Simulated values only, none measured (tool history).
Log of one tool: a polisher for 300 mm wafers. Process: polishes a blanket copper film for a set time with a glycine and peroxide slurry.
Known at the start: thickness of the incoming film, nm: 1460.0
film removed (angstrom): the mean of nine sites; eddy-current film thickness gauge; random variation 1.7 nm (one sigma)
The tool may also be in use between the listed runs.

run,hour,flow of slurry (ml/min),pressure of the wafer on the pad (kPa),speed of the pad under the wafer (cm/s),polishing time (s),film removed (angstrom)
1,0.0,320,19.3,82,64,3332.7
2,2.6,320,19.3,90,64,3587.4
3,5.4,315,16.5,84,64,2991.8
4,11.0,315,16.5,78,64,2815.3
5,15.6,315,14.5,76,64,2514.0
6,23.1,315,17.9,76,64,2917.2
7,25.8,315,15.9,74,64,2627.8
8,30.5,315,13.8,72,64,2343.6
9,35.7,315,12.4,72,64,2192.5

Forecast run 10:
10,40.2,315,11.7,72,64,?

film removed (angstrom): 2097.0
